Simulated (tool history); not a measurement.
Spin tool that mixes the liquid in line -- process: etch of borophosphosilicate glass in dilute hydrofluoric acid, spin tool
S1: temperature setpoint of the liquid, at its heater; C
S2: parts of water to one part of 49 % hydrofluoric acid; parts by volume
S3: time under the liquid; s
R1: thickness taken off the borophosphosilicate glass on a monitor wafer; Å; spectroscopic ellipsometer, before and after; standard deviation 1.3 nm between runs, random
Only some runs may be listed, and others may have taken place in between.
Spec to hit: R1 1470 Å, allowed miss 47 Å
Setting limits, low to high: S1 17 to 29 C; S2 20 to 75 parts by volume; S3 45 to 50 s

run,hour,S1,S2,S3,R1
1,0,21,45,45,752.66
2,8.3,21,45,45,759.67
3,10,21,45,45,763.78
4,15.4,21,45,45,752.37
5,23.8,21,35,45,980.48
6,32,21,35,45,990.83
7,40,23,35,45,1067.1
8,43.7,24.5,35,45,1142.3
9,52.2,25.5,35,45,1179.7
10,59.9,29,30,45,1587.1
11,65.2,29,30,45,1604.8
12,70.1,28.5,30,45,1600.1
13,70.8,28,30,45,1528.3
14,77.4,28,30,45,1546.4
15,84.5,28,30,45,1561.2

Below are 4 possible settings for the next run. Only one of them brings all results inside the allowed miss of their targets. Which is it?
A,91.6,22,25,45,?
B,91.6,27,25,45,?
C,91.6,26,30,50,?
D,91.6,29,30,45,?

move,R1
A,1430.4
B,1763.6
C,1555.8
D,1582.4
A: all results in spec
B: misses by more than the last run did
C: nearer than the last run, and not there yet
D: misses by more than the last run did
So the answer is move A, the one that meets all the targets.
